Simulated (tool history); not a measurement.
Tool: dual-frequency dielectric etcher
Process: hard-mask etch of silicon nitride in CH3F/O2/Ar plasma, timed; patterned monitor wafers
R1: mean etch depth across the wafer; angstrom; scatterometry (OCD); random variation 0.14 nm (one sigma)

Run 1, hour 0: source power (W) 470, bias power (W) 83, etch time (s) 97.5. Result: R1 755.29 angstrom.
Run 2, hour 4: source power (W) 470, bias power (W) 83, etch time (s) 89. Result: R1 688.57 angstrom.
Run 3, hour 8.5: source power (W) 460, bias power (W) 83, etch time (s) 89. Result: R1 685.65 angstrom.
Run 4, hour 11.4: source power (W) 460, bias power (W) 83, etch time (s) 89. Result: R1 687.82 angstrom.
Run 5, hour 17.5: source power (W) 420, bias power (W) 83, etch time (s) 89. Result: R1 669.78 angstrom.
Run 6, hour 25.5: source power (W) 420, bias power (W) 83, etch time (s) 97.5. Result: R1 733.21 angstrom.
Run 7, hour 30.2: source power (W) 410, bias power (W) 81, etch time (s) 97. Result: R1 720.63 angstrom.

Predict the results of run 8:
Run 8, hour 34.4: source power (W) 400, bias power (W) 79, etch time (s) 96.5. Result: R1 ?.

{"run 8": {"R1": 708.82}}
